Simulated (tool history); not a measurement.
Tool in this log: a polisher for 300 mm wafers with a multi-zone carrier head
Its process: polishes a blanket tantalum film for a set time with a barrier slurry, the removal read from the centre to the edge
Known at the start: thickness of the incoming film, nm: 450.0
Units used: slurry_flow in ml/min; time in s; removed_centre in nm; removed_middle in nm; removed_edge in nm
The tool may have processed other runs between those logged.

run,day,slurry_flow,centre_zone,middle_zone,edge_zone,slurry_solids,time,removed_centre,removed_middle,removed_edge
1,0,165,1,1,1,1,59,93.97,91.43,92.647
2,0.312,170,1.02,0.98,1.02,1,59,95.795,90.014,93.222
3,0.4,175,1.04,0.96,1.04,1,59,98.138,89.828,94.847
4,0.458,175,1.04,0.96,1.13,1,59,98.214,89.255,98.09
5,0.508,180,1.06,0.94,1.14,1,59,101.32,87.798,99.839
6,0.717,185,1.08,0.93,1.14,1,59,103.83,87.473,99.724
7,0.854,190,1.09,0.92,1.15,1,59,104.75,86.761,101.31
8,1.167,195,1.1,0.91,1.15,1,59,104.93,86.958,100.36
9,1.308,195,1.11,0.9,1.16,1,59,107.36,86.147,101.43
10,1.517,200,1.12,0.89,1.16,1,59,107.83,85.299,101.61

Run 11, settings as shown, results not yet in. Your forecast:
11,1.65,205,1.13,0.89,1.16,1,59,?,?,?

Run 11 produced removed_centre 109.67 nm, removed_middle 85.617 nm, removed_edge 103.38 nm.

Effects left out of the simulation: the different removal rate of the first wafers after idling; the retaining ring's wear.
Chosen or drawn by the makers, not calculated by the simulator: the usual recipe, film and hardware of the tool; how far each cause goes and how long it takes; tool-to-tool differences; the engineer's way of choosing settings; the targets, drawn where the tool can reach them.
